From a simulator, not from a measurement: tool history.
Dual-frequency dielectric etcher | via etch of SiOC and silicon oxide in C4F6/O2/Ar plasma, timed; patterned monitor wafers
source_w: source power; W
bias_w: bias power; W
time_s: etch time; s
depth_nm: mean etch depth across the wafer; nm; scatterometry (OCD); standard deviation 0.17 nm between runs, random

| run | day | source_w | bias_w | time_s | depth_nm |
|---|---|---|---|---|---|
| 1 | 0.000 | 440 | 154 | 46.5 | 49.864 |
| 2 | 0.288 | 480 | 160 | 46.5 | 51.603 |
| 3 | 0.500 | 480 | 160 | 43.0 | 47.977 |
| 4 | 0.612 | 540 | 160 | 43.0 | 49.388 |
| 5 | 0.754 | 470 | 160 | 43.0 | 47.393 |
| 6 | 0.829 | 470 | 182 | 43.0 | 49.146 |
| 7 | 0.904 | 510 | 192 | 44.0 | 52.369 |

Expected results for the next run?
| 8 | 1.267 | 530 | 199 | 45.0 | ? |

Run 8 gave depth_nm 54.667 nm.

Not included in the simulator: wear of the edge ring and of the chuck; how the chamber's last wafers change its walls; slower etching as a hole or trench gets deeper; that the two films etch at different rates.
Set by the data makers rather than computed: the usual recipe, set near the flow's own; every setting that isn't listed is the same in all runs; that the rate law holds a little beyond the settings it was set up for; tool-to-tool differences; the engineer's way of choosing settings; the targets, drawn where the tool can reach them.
